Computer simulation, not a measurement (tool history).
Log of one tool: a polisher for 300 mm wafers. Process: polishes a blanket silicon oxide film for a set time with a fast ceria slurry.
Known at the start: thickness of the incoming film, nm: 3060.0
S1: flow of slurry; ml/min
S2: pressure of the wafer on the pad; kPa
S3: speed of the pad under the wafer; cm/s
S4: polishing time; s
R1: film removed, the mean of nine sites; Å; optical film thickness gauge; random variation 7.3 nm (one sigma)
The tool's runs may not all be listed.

| run | day | S1 | S2 | S3 | S4 | R1 |
|---|---|---|---|---|---|---|
| 1 | 0.000 | 320 | 23.4 | 86 | 42 | 6022.8 |
| 2 | 0.292 | 320 | 23.4 | 86 | 42 | 6073.3 |
| 3 | 0.500 | 375 | 23.4 | 86 | 42 | 6109.9 |
| 4 | 0.854 | 310 | 23.4 | 86 | 42 | 5930.1 |
| 5 | 1.046 | 325 | 25.5 | 86 | 42 | 6481.3 |
| 6 | 1.400 | 325 | 25.5 | 86 | 38 | 5873.2 |
| 7 | 1.588 | 330 | 28.3 | 88 | 38 | 6534.9 |

Run 8 comes next. What will it give?
| 8 | 1.675 | 330 | 30.3 | 90 | 38 | ? |

{"run 8": {"R1": 7059.9}}
